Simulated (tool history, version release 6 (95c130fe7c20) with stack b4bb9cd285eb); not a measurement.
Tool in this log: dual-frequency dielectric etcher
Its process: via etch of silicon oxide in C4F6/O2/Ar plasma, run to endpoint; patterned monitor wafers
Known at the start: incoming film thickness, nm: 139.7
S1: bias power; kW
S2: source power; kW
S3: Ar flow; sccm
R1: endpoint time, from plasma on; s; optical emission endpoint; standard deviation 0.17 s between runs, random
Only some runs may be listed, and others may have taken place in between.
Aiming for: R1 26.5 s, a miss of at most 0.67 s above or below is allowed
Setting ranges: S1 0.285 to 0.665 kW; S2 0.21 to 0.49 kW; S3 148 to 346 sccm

| run | day | S1 | S2 | S3 | R1 |
|---|---|---|---|---|---|
| 1 | 0 | 0.475 | 0.35 | 247 | 31.917 |
| 2 | 0.292 | 0.491 | 0.36 | 246 | 31.113 |
| 3 | 0.429 | 0.491 | 0.34 | 246 | 31.823 |
| 4 | 0.533 | 0.491 | 0.38 | 246 | 30.385 |
| 5 | 0.712 | 0.412 | 0.38 | 246 | 33.504 |
| 6 | 0.767 | 0.431 | 0.38 | 246 | 32.894 |
| 7 | 0.933 | 0.448 | 0.38 | 246 | 31.801 |
| 8 | 1.275 | 0.543 | 0.41 | 242 | 27.679 |
| 9 | 1.508 | 0.547 | 0.41 | 242 | 27.852 |
| 10 | 1.783 | 0.551 | 0.41 | 242 | 27.776 |
| 11 | 2.083 | 0.555 | 0.41 | 242 | 27.441 |
| 12 | 2.175 | 0.558 | 0.41 | 242 | 27.386 |

Which single option among these 4 for the next run brings every result within its allowed miss of target? Just one does.
| A | 2.267 | 0.645 | 0.44 | 229 | ? |
| B | 2.267 | 0.491 | 0.48 | 156 | ? |
| C | 2.267 | 0.658 | 0.42 | 237 | ? |
| D | 2.267 | 0.575 | 0.49 | 246 | ? |

| move | R1 |
|---|---|
| A | 24.772 |
| B | 26.555 |
| C | 25.095 |
| D | 25.206 |
A: moves the result that the last run missed by most past its target, out the other side
B: every result within its allowed miss
C: moves the result that the last run missed by most past its target, out the other side
D: moves the result that the last run missed by most past its target, out the other side
So the answer is move B, the one that meets all the targets.
